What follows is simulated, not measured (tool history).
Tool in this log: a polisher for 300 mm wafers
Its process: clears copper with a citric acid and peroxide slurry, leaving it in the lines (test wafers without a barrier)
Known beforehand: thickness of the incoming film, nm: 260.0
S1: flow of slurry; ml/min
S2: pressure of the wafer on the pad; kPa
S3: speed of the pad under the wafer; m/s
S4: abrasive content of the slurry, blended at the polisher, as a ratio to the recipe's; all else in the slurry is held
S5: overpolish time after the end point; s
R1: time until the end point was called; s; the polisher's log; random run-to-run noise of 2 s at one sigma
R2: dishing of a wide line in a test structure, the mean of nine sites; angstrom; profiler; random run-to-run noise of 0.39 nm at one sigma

run  hour   S1    S2    S3   S4  S5      R1      R2
  1   0.0  130  16.5  1.28  1.0  13  116.35  234.31
  2   3.6  130  16.5  0.96  1.0  13  162.59  182.06
  3   7.8  130  16.5  0.78  1.0  13  195.37  148.81
  4  14.2  130  17.9  0.80  1.0  13  175.64  160.60
  5  17.7  130  13.8  0.80  1.0  13  217.82  129.49
  6  25.2  115  13.8  0.80  1.0  13  230.09  128.79
  7  26.5  115  15.9  0.82  1.0  13  194.33  147.84
     31.1  -- worn pad replaced by a new one
  8  31.1  115  17.2  0.84  1.0  13  166.93  175.42
  9  38.5  115  17.9  0.84  1.0  13  159.99  176.88
 10  43.4  120  18.6  0.84  1.0  14  154.82  200.02
 11  49.6  135  22.8  0.86  1.0  15  120.59  261.41
 12  54.3  135  24.1  0.86  1.0  16  114.88  294.72

Run 13 is up next; what results do you expect?
 13  61.6  135  24.8  0.86  1.0  16   ?   ?

{"run 13": {"R1": 115.95, "R2": 292.24}}
